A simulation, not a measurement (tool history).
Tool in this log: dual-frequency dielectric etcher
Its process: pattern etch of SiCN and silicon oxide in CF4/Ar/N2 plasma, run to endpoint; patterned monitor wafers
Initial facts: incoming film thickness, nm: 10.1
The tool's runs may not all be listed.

run,hour,source power (W),bias power (W),Ar flow (sccm),CF4 flow (sccm),endpoint time (s)
1,0,530,76,129,49,11.404
2,6.5,570,77,128,49,10.379
3,12.7,590,77,128,49,10.336
4,18.8,610,78,128,49,9.9723
5,20.1,620,78,128,49,9.7607
6,26.2,550,78,128,49,10.822

What does the tool deliver on the next run?
7,33.3,580,79,128,49,?

Run 7 measured endpoint time (s) 10.397.

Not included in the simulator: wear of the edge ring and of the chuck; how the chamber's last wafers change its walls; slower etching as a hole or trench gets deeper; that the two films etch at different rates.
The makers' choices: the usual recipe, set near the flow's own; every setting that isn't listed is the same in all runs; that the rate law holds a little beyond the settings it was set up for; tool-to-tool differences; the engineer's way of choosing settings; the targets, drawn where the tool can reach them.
